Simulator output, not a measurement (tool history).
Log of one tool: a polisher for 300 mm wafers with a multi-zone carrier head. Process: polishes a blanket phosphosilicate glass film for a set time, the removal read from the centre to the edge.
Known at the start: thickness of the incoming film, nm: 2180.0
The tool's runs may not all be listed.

run	day	flow of slurry (ml/min)	pressure of the head's centre zone	pressure of the head's middle zone	pressure of the head's edge zone	abrasive content of the slurry	polishing time (s)	film removed at the wafer's centre (nm)	film removed at mid-radius (nm)	film removed at the wafer's edge (nm)
1	0.000	265	1.00	1.00	1.00	1.00	33	261.07	257.34	267.05
2	0.358	270	1.02	1.00	1.03	1.15	34	298.07	282.11	301.16
3	0.475	270	0.97	1.00	1.03	1.15	34	269.34	281.38	298.67
4	0.596	270	0.97	1.00	1.03	1.15	27	221.11	227.79	238.96
5	0.842	270	0.92	1.00	1.03	1.15	27	208.20	228.05	235.37
6	0.958	275	0.97	1.02	1.05	1.25	29	256.20	254.44	269.32
7	1.321	275	0.98	1.04	1.07	1.30	31	276.81	282.46	287.46

The next listed run, before its measurement:
8	1.500	280	0.99	1.03	1.08	1.35	33	?	?	?

film removed at the wafer's centre (nm): 302.63
film removed at mid-radius (nm): 305.61
film removed at the wafer's edge (nm): 320.62
